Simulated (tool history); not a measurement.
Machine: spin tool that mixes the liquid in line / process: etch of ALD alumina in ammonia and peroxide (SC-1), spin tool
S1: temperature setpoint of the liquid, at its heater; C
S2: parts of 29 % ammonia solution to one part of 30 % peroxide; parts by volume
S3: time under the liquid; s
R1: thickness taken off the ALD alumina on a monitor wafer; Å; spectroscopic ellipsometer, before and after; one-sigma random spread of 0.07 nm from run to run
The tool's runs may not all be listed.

Run 1, hour 0.0: S1 49.0 C, S2 0.55 parts by volume, S3 320 s. Result: R1 115.33 Å.
Run 2, hour 7.8: S1 49.0 C, S2 0.55 parts by volume, S3 320 s. Result: R1 115.02 Å.
Run 3, hour 15.4: S1 50.0 C, S2 0.55 parts by volume, S3 320 s. Result: R1 121.97 Å.
Run 4, hour 18.9: S1 50.0 C, S2 0.35 parts by volume, S3 320 s. Result: R1 115.87 Å.
Run 5, hour 21.9: S1 51.0 C, S2 0.35 parts by volume, S3 320 s. Result: R1 123.24 Å.
Run 6, hour 29.9: S1 52.0 C, S2 0.35 parts by volume, S3 320 s. Result: R1 129.57 Å.
Run 7, hour 37.8: S1 52.5 C, S2 0.35 parts by volume, S3 320 s. Result: R1 133.51 Å.
Run 8, hour 43.8: S1 53.0 C, S2 0.35 parts by volume, S3 320 s. Result: R1 136.49 Å.

Expected results for the next run?
Run 9, hour 52.2: S1 53.5 C, S2 0.35 parts by volume, S3 320 s. Result: R1 ?.

{"run 9": {"R1": 141.56}}
